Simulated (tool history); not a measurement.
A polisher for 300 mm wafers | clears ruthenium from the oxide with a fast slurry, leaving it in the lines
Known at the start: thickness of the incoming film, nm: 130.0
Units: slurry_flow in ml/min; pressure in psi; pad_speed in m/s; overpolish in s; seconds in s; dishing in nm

run  hour  slurry_flow  pressure  pad_speed  slurry_solids  overpolish  seconds  dishing
  1     0          280       2.4       0.92              1          29   45.408   42.856
  2   3.7          280       2.3       0.92              1          27   48.933    40.31
  3  10.1          280       2.3       0.92              1          35   47.005   44.818
  4    15          280       2.2       0.94              1          32   48.571   43.291
  5  19.2          280       2.8       0.94              1          32    38.15   46.987
  6  22.9          280       2.8       0.94            1.1          32   38.417   47.675
  7  27.8          280       2.2       0.88           0.85          18   56.252   28.544
  8  31.5          280       1.7       0.88            0.8          14   73.248   19.511

The next listed run, before its measurement:
  9  36.6          280       1.9       0.82           0.85          20        ?        ?

{"run 9": {"seconds": 68.66, "dishing": 27.139}}
